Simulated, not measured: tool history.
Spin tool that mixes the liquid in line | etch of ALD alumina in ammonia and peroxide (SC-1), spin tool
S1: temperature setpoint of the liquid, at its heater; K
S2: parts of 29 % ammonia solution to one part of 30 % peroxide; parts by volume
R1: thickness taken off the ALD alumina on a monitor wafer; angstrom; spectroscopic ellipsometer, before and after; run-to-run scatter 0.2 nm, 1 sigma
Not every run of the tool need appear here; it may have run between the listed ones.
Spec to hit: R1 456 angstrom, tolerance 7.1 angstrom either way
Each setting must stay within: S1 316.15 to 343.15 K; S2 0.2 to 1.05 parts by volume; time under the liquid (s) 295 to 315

run 1 hour=0 | S1=332.15 S2=0.55 time_under_the_liquid_(s)=295 | R1=273.61
run 2 hour=3.9 | S1=334.65 S2=0.55 time_under_the_liquid_(s)=295 | R1=313.9
run 3 hour=4.5 | S1=336.15 S2=0.55 time_under_the_liquid_(s)=295 | R1=339.27
run 4 hour=6.2 | S1=331.65 S2=0.55 time_under_the_liquid_(s)=295 | R1=268
run 5 hour=10.7 | S1=334.15 S2=0.55 time_under_the_liquid_(s)=295 | R1=305.85
run 6 hour=16.3 | S1=334.15 S2=0.7 time_under_the_liquid_(s)=295 | R1=313.55
run 7 hour=24.4 | S1=336.15 S2=0.7 time_under_the_liquid_(s)=295 | R1=342.52
run 8 hour=28.9 | S1=337.65 S2=0.7 time_under_the_liquid_(s)=295 | R1=373.68
run 9 hour=29.6 | S1=338.65 S2=0.7 time_under_the_liquid_(s)=295 | R1=392.7
run 10 hour=32.5 | S1=339.15 S2=0.7 time_under_the_liquid_(s)=295 | R1=400.44
run 11 hour=35.3 | S1=339.65 S2=0.7 time_under_the_liquid_(s)=295 | R1=410.73
run 12 hour=35.9 | S1=340.15 S2=0.7 time_under_the_liquid_(s)=295 | R1=421.57
run 13 hour=37.8 | S1=340.65 S2=0.7 time_under_the_liquid_(s)=295 | R1=431.11
run 14 hour=41.1 | S1=341.15 S2=0.7 time_under_the_liquid_(s)=295 | R1=444.78

Next run, 4 choices. One meets every target within its allowed miss, the rest don't. Which?
run A hour=44.4 | S1=339.65 S2=0.7 time_under_the_liquid_(s)=310 | R1=?
run B hour=44.4 | S1=341.65 S2=0.55 time_under_the_liquid_(s)=305 | R1=?
run C hour=44.4 | S1=339.65 S2=0.7 time_under_the_liquid_(s)=315 | R1=?
run D hour=44.4 | S1=340.15 S2=0.8 time_under_the_liquid_(s)=295 | R1=?

move=A R1=434.88
move=B R1=461.14
move=C R1=441.89
move=D R1=429.48
A: further off than the last run
B: every result within its allowed miss
C: further off than the last run
D: further off than the last run
The right move is B.
